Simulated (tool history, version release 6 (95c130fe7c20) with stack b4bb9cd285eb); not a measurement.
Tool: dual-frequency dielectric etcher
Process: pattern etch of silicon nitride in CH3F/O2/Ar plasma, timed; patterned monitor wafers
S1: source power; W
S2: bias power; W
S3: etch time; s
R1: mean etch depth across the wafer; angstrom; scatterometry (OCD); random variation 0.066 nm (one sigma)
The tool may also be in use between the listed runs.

run,day,S1,S2,S3,R1
1,0.000,380,76,42.0,258.94
2,0.338,380,76,42.0,259.36
3,0.521,370,75,42.0,257.32
4,0.804,370,75,42.0,253.54
5,0.908,370,75,38.5,233.41
6,1.258,360,75,38.5,231.58

Run 7 comes next. What will it give?
7,1.292,350,75,38.5,?

R1: 226.98 angstrom
